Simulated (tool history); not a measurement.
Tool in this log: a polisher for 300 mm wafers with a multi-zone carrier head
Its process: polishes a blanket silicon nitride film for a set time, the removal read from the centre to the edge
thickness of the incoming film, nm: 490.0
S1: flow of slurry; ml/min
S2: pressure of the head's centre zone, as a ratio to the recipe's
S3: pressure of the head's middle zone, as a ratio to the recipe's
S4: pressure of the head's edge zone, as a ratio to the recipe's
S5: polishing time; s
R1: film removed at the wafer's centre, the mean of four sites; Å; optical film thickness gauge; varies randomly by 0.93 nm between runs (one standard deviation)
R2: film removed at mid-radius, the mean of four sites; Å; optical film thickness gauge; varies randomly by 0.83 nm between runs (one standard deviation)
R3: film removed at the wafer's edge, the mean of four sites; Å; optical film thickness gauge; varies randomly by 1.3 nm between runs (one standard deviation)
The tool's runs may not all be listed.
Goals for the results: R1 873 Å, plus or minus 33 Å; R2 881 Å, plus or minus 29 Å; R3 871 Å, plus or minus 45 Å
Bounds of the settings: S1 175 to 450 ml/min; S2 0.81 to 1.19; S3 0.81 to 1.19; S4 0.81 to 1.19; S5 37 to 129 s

run,hour,S1,S2,S3,S4,S5,R1,R2,R3
1,0,290,1,1,1,83,1325.7,1350.3,1382.1
2,5.2,290,1,0.99,0.98,77,1240.1,1233.7,1254.6
3,6.2,290,1,0.99,1.04,77,1233.1,1243.8,1298.7
4,15,290,1.06,0.99,1.04,77,1316.6,1223.7,1302.2
5,22.9,290,1.06,0.99,1.04,60,1001,961.74,1025.4
6,25.4,290,1.06,0.99,1,60,1032.7,951.73,1021.6
7,33.9,290,1.04,1,0.98,59,980.83,951.75,975.32
8,36.6,285,1.03,1,0.96,58,956.68,934.51,952.21
9,38.8,280,1.02,1,0.95,58,938.52,932.72,941.26
10,44.1,275,1.02,1,0.94,58,938.34,934.65,937.03
11,47.3,270,1.01,1,0.93,58,931.44,925.17,924.23
12,53.5,270,1.01,1,0.93,58,942.21,928.6,934.55
13,59.9,270,1,1,0.92,58,919.27,917.14,926.31
14,67.8,265,1,1,0.91,58,922.91,909.07,915.43
15,76.7,260,0.99,1,0.9,58,902.57,919.49,906.06
16,82.1,255,0.99,1,0.89,58,911.95,928.72,905.21

Next run, 5 choices. One meets every target within its allowed miss, the rest don't. Which?
A,87.5,295,1.04,1.02,0.83,56,?,?,?
B,87.5,335,0.96,0.95,0.82,56,?,?,?
C,87.5,270,0.97,0.88,1,58,?,?,?
D,87.5,175,1.02,1.18,0.81,58,?,?,?
E,87.5,240,1.05,1.07,0.86,59,?,?,?

move,R1,R2,R3
A,939.83,905.03,846.96
B,877.2,868.93,850.29
C,898.29,835.16,951.52
D,895.17,986.61,828.91
E,977.73,968.01,892.06
A: the furthest-off result lands on target, but another misses its tolerance
B: all results in spec
C: takes the result that was furthest off past its target
D: misses by more than the last run did
E: misses by more than the last run did
The move that meets every target is B.

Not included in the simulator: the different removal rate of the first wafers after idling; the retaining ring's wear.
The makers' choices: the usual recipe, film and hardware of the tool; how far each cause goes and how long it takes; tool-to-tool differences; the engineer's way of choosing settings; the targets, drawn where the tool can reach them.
